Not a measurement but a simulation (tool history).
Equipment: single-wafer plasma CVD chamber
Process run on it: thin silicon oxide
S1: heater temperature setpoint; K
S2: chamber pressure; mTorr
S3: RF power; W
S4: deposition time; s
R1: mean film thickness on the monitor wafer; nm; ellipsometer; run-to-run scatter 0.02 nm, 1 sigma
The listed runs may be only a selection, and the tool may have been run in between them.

run 1 hour=0.0 | S1=668.15 S2=708 S3=355 S4=6.22 | R1=11.2880
run 2 hour=2.6 | S1=668.15 S2=708 S3=395 S4=6.22 | R1=11.9460
run 3 hour=5.6 | S1=668.15 S2=757 S3=395 S4=6.22 | R1=12.7230
run 4 hour=13.3 | S1=668.15 S2=635 S3=395 S4=6.22 | R1=10.7020
run 5 hour=19.1 | S1=673.15 S2=635 S3=395 S4=6.22 | R1=10.7270
run 6 hour=22.1 | S1=673.15 S2=635 S3=395 S4=6.22 | R1=10.7440
run 7 hour=27.6 | S1=673.15 S2=592 S3=395 S4=6.22 | R1=9.9847
run 8 hour=29.2 | S1=673.15 S2=450 S3=390 S4=6.21 | R1=7.4460
run 9 hour=35.5 | S1=673.15 S2=460 S3=390 S4=6.21 | R1=7.6122
run 10 hour=37.1 | S1=673.15 S2=467 S3=390 S4=6.21 | R1=7.7155
run 11 hour=38.5 | S1=673.15 S2=473 S3=390 S4=6.21 | R1=7.8452

Estimate the outcome of run 12 from the log above:
run 12 hour=39.5 | S1=673.15 S2=477 S3=390 S4=6.21 | R1=?

{"run 12": {"R1": 7.9122}}
